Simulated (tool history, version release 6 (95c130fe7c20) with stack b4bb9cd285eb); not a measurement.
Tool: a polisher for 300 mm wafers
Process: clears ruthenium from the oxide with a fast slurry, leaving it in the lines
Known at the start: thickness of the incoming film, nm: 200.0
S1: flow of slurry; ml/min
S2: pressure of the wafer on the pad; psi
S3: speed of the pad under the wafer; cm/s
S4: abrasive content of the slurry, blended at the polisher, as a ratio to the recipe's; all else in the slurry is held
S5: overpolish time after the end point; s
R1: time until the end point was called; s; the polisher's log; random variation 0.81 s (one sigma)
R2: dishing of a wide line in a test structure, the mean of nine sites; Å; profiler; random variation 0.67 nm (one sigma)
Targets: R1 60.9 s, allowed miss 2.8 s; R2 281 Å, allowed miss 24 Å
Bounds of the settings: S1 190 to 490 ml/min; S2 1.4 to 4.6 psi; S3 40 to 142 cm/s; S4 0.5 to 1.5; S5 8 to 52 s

run 1 hour=0 | S1=315 S2=3 S3=90 S4=1 S5=26 | R1=43.43 R2=812.2
run 2 hour=3.1 | S1=315 S2=3 S3=90 S4=0.85 S5=26 | R1=47.91 R2=741.47
run 3 hour=12 | S1=325 S2=3 S3=90 S4=0.8 S5=23 | R1=47.643 R2=660.44
run 4 hour=17.8 | S1=355 S2=3 S3=90 S4=0.8 S5=23 | R1=48.509 R2=635.34
run 5 hour=18.8 | S1=380 S2=2.9 S3=90 S4=0.8 S5=20 | R1=50.506 R2=585.35
run 6 hour=27.5 | S1=380 S2=2.9 S3=80 S4=0.8 S5=20 | R1=52.98 R2=542.31
run 7 hour=29 | S1=400 S2=3 S3=74 S4=0.8 S5=18 | R1=54.999 R2=479.53
run 8 hour=34.3 | S1=415 S2=3.1 S3=70 S4=0.8 S5=16 | R1=55.277 R2=445.59
run 9 hour=39.8 | S1=430 S2=3.2 S3=66 S4=0.8 S5=15 | R1=55.09 R2=406.27
run 10 hour=45.1 | S1=430 S2=3.2 S3=66 S4=0.8 S5=15 | R1=54.168 R2=409.6
run 11 hour=51 | S1=440 S2=3.2 S3=64 S4=0.8 S5=14 | R1=55.382 R2=384.58
run 12 hour=52.8 | S1=445 S2=3.2 S3=62 S4=0.8 S5=13 | R1=56.609 R2=334.77
run 13 hour=56.4 | S1=450 S2=3 S3=60 S4=0.8 S5=9 | R1=60.613 R2=241.39

4 next moves are on the table. One of them brings every result within its allowed miss. Which?
run A hour=60 | S1=420 S2=3.4 S3=58 S4=0.9 S5=8 | R1=? R2=?
run B hour=60 | S1=470 S2=3 S3=66 S4=0.9 S5=8 | R1=? R2=?
run C hour=60 | S1=465 S2=3.1 S3=74 S4=0.7 S5=8 | R1=? R2=?
run D hour=60 | S1=405 S2=2.8 S3=52 S4=1.1 S5=11 | R1=? R2=?

move=A R1=53.309 R2=224.38
move=B R1=53.535 R2=223.49
move=C R1=54.765 R2=218.74
move=D R1=59.768 R2=271.67
A: further off than the last run
B: further off than the last run
C: further off than the last run
D: meets every target
Answer: D

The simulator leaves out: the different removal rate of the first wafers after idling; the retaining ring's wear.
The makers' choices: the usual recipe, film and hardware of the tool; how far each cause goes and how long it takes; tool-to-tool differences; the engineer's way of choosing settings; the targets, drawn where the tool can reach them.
